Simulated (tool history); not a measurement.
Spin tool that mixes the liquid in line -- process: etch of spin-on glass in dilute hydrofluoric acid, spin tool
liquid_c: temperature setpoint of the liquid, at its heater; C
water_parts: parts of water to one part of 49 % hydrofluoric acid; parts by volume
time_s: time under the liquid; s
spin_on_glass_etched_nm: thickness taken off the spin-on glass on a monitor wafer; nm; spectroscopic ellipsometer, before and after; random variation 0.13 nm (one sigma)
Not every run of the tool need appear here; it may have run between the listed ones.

Run 1, hour 0.0: liquid_c 26.0 C, water_parts 80 parts by volume, time_s 25 s. Result: spin_on_glass_etched_nm 13.927 nm.
Run 2, hour 4.6: liquid_c 27.5 C, water_parts 80 parts by volume, time_s 25 s. Result: spin_on_glass_etched_nm 14.602 nm.
Run 3, hour 7.5: liquid_c 27.5 C, water_parts 65 parts by volume, time_s 25 s. Result: spin_on_glass_etched_nm 18.507 nm.
Run 4, hour 11.6: liquid_c 29.0 C, water_parts 65 parts by volume, time_s 25 s. Result: spin_on_glass_etched_nm 19.647 nm.
Run 5, hour 12.9: liquid_c 30.5 C, water_parts 65 parts by volume, time_s 25 s. Result: spin_on_glass_etched_nm 20.776 nm.
Run 6, hour 15.4: liquid_c 31.5 C, water_parts 65 parts by volume, time_s 25 s. Result: spin_on_glass_etched_nm 21.540 nm.
Run 7, hour 20.1: liquid_c 32.0 C, water_parts 65 parts by volume, time_s 25 s. Result: spin_on_glass_etched_nm 22.083 nm.
Run 8, hour 20.7: liquid_c 32.5 C, water_parts 65 parts by volume, time_s 25 s. Result: spin_on_glass_etched_nm 22.342 nm.
Run 9, hour 25.0: liquid_c 33.0 C, water_parts 65 parts by volume, time_s 25 s. Result: spin_on_glass_etched_nm 23.085 nm.

What does the tool deliver on the next run?
Run 10, hour 26.0: liquid_c 33.0 C, water_parts 65 parts by volume, time_s 25 s. Result: spin_on_glass_etched_nm ?.

Logged for run 10: spin_on_glass_etched_nm 22.712 nm.
